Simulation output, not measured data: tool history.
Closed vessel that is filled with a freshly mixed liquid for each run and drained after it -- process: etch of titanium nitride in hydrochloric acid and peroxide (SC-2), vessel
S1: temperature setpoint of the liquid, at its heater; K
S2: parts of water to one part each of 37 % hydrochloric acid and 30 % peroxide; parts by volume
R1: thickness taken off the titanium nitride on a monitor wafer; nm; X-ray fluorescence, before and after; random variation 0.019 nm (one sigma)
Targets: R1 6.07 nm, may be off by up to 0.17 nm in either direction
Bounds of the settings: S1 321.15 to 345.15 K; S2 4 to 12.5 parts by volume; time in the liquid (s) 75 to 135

Run 1, hour 0: S1 337.15 K, S2 7 parts by volume, time in the liquid (s) 135. Result: R1 9.1415 nm.
Run 2, hour 1.9: S1 337.15 K, S2 7 parts by volume, time in the liquid (s) 75. Result: R1 5.0633 nm.
Run 3, hour 7.3: S1 337.15 K, S2 7 parts by volume, time in the liquid (s) 135. Result: R1 9.134 nm.
Run 4, hour 16.1: S1 337.15 K, S2 8 parts by volume, time in the liquid (s) 135. Result: R1 8.1912 nm.
Run 5, hour 18.8: S1 336.15 K, S2 8 parts by volume, time in the liquid (s) 135. Result: R1 7.7064 nm.
Run 6, hour 24.9: S1 336.15 K, S2 8 parts by volume, time in the liquid (s) 75. Result: R1 4.2826 nm.
Run 7, hour 31: S1 336.65 K, S2 8 parts by volume, time in the liquid (s) 75. Result: R1 4.4001 nm.
Run 8, hour 35.6: S1 336.65 K, S2 8 parts by volume, time in the liquid (s) 75. Result: R1 4.4054 nm.
Run 9, hour 40.6: S1 342.65 K, S2 8 parts by volume, time in the liquid (s) 75. Result: R1 6.3769 nm.
Run 10, hour 47.1: S1 342.65 K, S2 8 parts by volume, time in the liquid (s) 75. Result: R1 6.3318 nm.

Of the 4 settings listed for the next run, only one would bring every result within its allowed miss of target. Which one?
Run A, hour 53.6: S1 343.15 K, S2 11 parts by volume, time in the liquid (s) 85. Result: R1 ?.
Run B, hour 53.6: S1 338.15 K, S2 6 parts by volume, time in the liquid (s) 75. Result: R1 ?.
Run C, hour 53.6: S1 338.15 K, S2 10.5 parts by volume, time in the liquid (s) 125. Result: R1 ?.
Run D, hour 53.6: S1 340.65 K, S2 10.5 parts by volume, time in the liquid (s) 95. Result: R1 ?.

move      R1
   A  5.7411
   B  6.0791
   C  6.4844
   D  5.7411
A: takes the result that was furthest off past its target
B: all results land within tolerance of their targets
C: its largest miss is bigger than the last run's
D: takes the result that was furthest off past its target
B is the move that brings every result within its allowed miss.
